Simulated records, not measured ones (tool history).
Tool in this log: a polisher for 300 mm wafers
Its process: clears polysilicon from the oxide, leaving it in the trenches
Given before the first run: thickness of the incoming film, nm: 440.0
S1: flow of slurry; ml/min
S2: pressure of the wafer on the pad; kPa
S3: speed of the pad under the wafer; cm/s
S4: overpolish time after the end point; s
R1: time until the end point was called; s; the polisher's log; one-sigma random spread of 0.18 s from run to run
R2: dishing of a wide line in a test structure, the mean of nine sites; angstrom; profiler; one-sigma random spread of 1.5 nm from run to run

run  hour   S1    S2   S3  S4      R1      R2
  1     0  230    20  116  16  31.751  669.59
  2   2.8  230  22.8  116  16  29.033  697.24
  3   8.1  250  22.8  116  16  28.416  684.01
  4  16.4  250  22.8   94  16  35.062  665.56
  5  23.9  250  22.8   94  10  34.972  617.99
  6  27.5  250  22.8  108  10  30.783  594.52
  7  30.8  250  23.4  110  10  29.551  598.55

Run 8 has not been measured yet. What should we expect?
  8  35.6  260  29  118  15   ?   ?

R1: 23.561 s
R2: 720.44 angstrom
